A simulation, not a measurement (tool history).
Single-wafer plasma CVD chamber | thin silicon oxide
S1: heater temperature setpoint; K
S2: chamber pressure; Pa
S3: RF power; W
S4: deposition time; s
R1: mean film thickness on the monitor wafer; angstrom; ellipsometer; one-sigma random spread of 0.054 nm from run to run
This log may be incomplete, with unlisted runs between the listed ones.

Run 1, hour 0.0: S1 663.15 K, S2 106.9 Pa, S3 290 W, S4 6.63 s. Result: R1 109.89 angstrom.
Run 2, hour 2.0: S1 663.15 K, S2 109.1 Pa, S3 290 W, S4 6.63 s. Result: R1 111.79 angstrom.
Run 3, hour 3.1: S1 663.15 K, S2 109.1 Pa, S3 330 W, S4 6.63 s. Result: R1 116.24 angstrom.
Run 4, hour 10.1: S1 663.15 K, S2 98.7 Pa, S3 330 W, S4 6.63 s. Result: R1 108.65 angstrom.
Run 5, hour 12.3: S1 663.15 K, S2 98.7 Pa, S3 330 W, S4 6.85 s. Result: R1 112.10 angstrom.
Run 6, hour 14.6: S1 663.15 K, S2 100.8 Pa, S3 330 W, S4 6.85 s. Result: R1 113.67 angstrom.
Run 7, hour 16.1: S1 663.15 K, S2 102.8 Pa, S3 330 W, S4 6.85 s. Result: R1 114.72 angstrom.
Run 8, hour 22.0: S1 663.15 K, S2 104.8 Pa, S3 330 W, S4 6.85 s. Result: R1 116.59 angstrom.
Run 9, hour 26.4: S1 663.15 K, S2 106.5 Pa, S3 330 W, S4 6.85 s. Result: R1 118.04 angstrom.
Run 10, hour 31.4: S1 663.15 K, S2 108.1 Pa, S3 330 W, S4 6.85 s. Result: R1 119.95 angstrom.
Run 11, hour 32.3: S1 663.15 K, S2 109.5 Pa, S3 330 W, S4 6.85 s. Result: R1 120.68 angstrom.
Run 12, hour 36.9: S1 663.15 K, S2 110.8 Pa, S3 330 W, S4 6.85 s. Result: R1 121.33 angstrom.
Run 13, hour 37.5: S1 663.15 K, S2 112.1 Pa, S3 330 W, S4 6.85 s. Result: R1 123.06 angstrom.
Run 14, hour 38.9: S1 663.15 K, S2 113.2 Pa, S3 330 W, S4 6.85 s. Result: R1 122.95 angstrom.
Run 15, hour 45.7: S1 663.15 K, S2 114.3 Pa, S3 330 W, S4 6.85 s. Result: R1 123.05 angstrom.

Predict the results of run 16:
Run 16, hour 47.6: S1 663.15 K, S2 115.5 Pa, S3 330 W, S4 6.85 s. Result: R1 ?.

R1: 125.85 angstrom

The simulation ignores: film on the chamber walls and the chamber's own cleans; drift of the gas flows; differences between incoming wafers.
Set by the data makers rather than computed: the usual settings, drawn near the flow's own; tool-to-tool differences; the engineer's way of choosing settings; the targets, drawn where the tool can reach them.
